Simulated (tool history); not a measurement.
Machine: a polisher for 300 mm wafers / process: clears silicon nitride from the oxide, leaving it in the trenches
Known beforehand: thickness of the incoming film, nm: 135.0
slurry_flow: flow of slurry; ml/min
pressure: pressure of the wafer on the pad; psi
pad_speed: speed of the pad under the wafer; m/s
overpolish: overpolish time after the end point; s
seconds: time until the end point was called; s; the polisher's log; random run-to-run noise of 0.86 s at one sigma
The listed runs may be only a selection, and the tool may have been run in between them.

run,hour,slurry_flow,pressure,pad_speed,overpolish,seconds
1,0.0,300,2.6,1.20,30,111.960
2,7.3,300,2.8,1.20,30,102.670
3,14.2,300,3.0,1.20,30,95.202
4,17.9,300,3.3,1.20,30,86.939
5,18.7,300,3.4,1.22,30,82.507
6,23.5,300,3.5,1.22,30,79.986

Run 7, settings as shown, results not yet in. Your forecast:
7,25.8,300,3.6,1.22,30,?

Run 7 measured seconds 78.633 s.

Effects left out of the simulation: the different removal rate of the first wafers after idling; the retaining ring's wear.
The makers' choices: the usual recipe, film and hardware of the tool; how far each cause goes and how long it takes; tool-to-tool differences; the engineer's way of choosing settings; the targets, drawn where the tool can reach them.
